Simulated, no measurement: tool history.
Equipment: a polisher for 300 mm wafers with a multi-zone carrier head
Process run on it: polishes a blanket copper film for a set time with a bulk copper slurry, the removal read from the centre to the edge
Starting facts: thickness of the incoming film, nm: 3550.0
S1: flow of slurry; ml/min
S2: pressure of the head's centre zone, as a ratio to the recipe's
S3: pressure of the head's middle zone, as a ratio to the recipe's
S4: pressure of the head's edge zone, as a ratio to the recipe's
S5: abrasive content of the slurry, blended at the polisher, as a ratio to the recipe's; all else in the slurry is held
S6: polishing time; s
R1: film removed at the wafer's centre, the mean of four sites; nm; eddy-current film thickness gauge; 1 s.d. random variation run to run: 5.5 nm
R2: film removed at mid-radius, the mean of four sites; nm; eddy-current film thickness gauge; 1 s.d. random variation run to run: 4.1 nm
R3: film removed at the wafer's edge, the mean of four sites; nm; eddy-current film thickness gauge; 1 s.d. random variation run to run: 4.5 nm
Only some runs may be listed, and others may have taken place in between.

run	hour	S1	S2	S3	S4	S5	S6	R1	R2	R3
1	0.0	215	1.00	1.00	1.00	1.00	50	394.70	393.92	390.87
2	9.0	215	1.00	1.00	1.00	1.00	43	338.53	330.06	336.64
3	12.6	265	1.00	1.00	1.00	1.00	43	347.09	343.51	346.83
4	19.8	265	1.08	1.00	1.00	1.00	43	374.89	346.52	344.88
5	21.1	265	1.08	1.00	1.00	1.15	43	388.56	352.58	356.68
6	22.6	265	1.08	1.00	1.00	1.30	43	396.42	358.82	367.44
7	25.8	270	1.09	0.99	1.03	1.35	46	427.02	389.11	395.76

Estimate the outcome of run 8 from the log above:
8	32.6	265	1.10	0.96	1.06	1.40	49	?	?	?

{"run 8": {"R1": 458.39, "R2": 400.62, "R3": 431.72}}
